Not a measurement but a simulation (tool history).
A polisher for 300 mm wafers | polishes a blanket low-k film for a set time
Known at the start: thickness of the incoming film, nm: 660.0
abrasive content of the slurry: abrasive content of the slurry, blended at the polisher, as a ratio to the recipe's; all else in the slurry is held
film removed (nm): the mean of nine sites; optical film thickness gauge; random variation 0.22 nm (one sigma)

| run | hour | flow of slurry (ml/min) | pressure of the wafer on the pad (kPa) | speed of the pad under the wafer (m/s) | abrasive content of the slurry | polishing time (s) | film removed (nm) |
|---|---|---|---|---|---|---|---|
| 1 | 0.0 | 190 | 9.7 | 0.84 | 1.0 | 82 | 24.903 |
| 2 | 2.0 | 190 | 9.0 | 0.84 | 1.0 | 82 | 23.209 |
| 3 | 6.9 | 190 | 8.3 | 0.84 | 1.0 | 82 | 21.289 |
| 4 | 14.0 | 190 | 7.6 | 0.84 | 1.0 | 82 | 19.313 |
| 5 | 19.7 | 190 | 7.6 | 1.04 | 1.0 | 82 | 23.054 |
| 6 | 21.3 | 190 | 7.6 | 1.04 | 1.0 | 82 | 23.550 |

Forecast run 7:
| 7 | 30.3 | 190 | 7.6 | 1.04 | 1.0 | 82 | ? |

film removed (nm): 23.475
